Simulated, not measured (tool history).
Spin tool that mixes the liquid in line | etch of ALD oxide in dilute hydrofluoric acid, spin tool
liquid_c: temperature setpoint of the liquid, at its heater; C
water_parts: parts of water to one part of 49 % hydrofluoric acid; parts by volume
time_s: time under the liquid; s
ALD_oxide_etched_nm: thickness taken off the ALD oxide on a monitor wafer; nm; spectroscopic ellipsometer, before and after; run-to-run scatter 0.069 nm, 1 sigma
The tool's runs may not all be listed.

run  hour  liquid_c  water_parts  time_s  ALD_oxide_etched_nm
  1     0        26          280     320               8.8462
  2   5.1        25          280     320                8.786
  3   7.2        25          280     340               9.2952
  4  14.3        24          280     340               8.8559
  5  15.7      23.5          280     340               8.7882
  6  22.1      23.5          355     340               6.5566

For run 7, what comes out?
  7  26.4        25          355     340                    ?

ALD_oxide_etched_nm: 6.8795 nm

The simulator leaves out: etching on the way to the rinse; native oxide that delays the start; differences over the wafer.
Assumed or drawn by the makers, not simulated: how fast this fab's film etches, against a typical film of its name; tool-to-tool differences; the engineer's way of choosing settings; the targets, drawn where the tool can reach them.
